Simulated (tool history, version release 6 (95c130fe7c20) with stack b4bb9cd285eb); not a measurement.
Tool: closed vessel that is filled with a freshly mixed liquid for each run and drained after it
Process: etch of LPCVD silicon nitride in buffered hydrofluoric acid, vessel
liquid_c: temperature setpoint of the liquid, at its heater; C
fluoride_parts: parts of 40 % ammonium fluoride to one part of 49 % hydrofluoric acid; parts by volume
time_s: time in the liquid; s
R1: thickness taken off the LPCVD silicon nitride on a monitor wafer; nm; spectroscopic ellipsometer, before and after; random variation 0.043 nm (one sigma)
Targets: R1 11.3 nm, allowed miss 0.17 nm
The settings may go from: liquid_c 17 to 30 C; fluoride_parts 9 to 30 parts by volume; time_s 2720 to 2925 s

{"run": 1, "hour": 0.0, "liquid_c": 22, "fluoride_parts": 24, "time_s": 2720, "R1": 14.357}
{"run": 2, "hour": 6.6, "liquid_c": 22, "fluoride_parts": 18, "time_s": 2720, "R1": 18.144}
{"run": 3, "hour": 12.1, "liquid_c": 22, "fluoride_parts": 13, "time_s": 2720, "R1": 24.77}
{"run": 4, "hour": 13.9, "liquid_c": 22, "fluoride_parts": 13, "time_s": 2925, "R1": 26.825}
{"run": 5, "hour": 16.4, "liquid_c": 22, "fluoride_parts": 13, "time_s": 2925, "R1": 26.817}
{"run": 6, "hour": 22.0, "liquid_c": 20.5, "fluoride_parts": 16, "time_s": 2925, "R1": 20.273}
{"run": 7, "hour": 31.0, "liquid_c": 19.5, "fluoride_parts": 17.5, "time_s": 2925, "R1": 17.532}
{"run": 8, "hour": 34.9, "liquid_c": 19, "fluoride_parts": 19, "time_s": 2925, "R1": 15.587}
{"run": 9, "hour": 39.3, "liquid_c": 18.5, "fluoride_parts": 20, "time_s": 2925, "R1": 14.539}
{"run": 10, "hour": 43.7, "liquid_c": 18, "fluoride_parts": 20.5, "time_s": 2925, "R1": 13.813}
{"run": 11, "hour": 46.5, "liquid_c": 17, "fluoride_parts": 26, "time_s": 2920, "R1": 11.059}

Which of these 5 next moves meets every target?
{"run": "A", "hour": 49.3, "liquid_c": 17, "fluoride_parts": 26.5, "time_s": 2885, "R1": "?"}
{"run": "B", "hour": 49.3, "liquid_c": 18.5, "fluoride_parts": 27.5, "time_s": 2840, "R1": "?"}
{"run": "C", "hour": 49.3, "liquid_c": 17, "fluoride_parts": 25.5, "time_s": 2845, "R1": "?"}
{"run": "D", "hour": 49.3, "liquid_c": 17, "fluoride_parts": 25.5, "time_s": 2760, "R1": "?"}
{"run": "E", "hour": 49.3, "liquid_c": 17, "fluoride_parts": 24.5, "time_s": 2750, "R1": "?"}

move=A R1=10.746
move=B R1=11.233
move=C R1=10.883
move=D R1=10.558
move=E R1=10.816
A: further off than the last run
B: meets every target
C: further off than the last run
D: further off than the last run
E: further off than the last run
The right move is B.
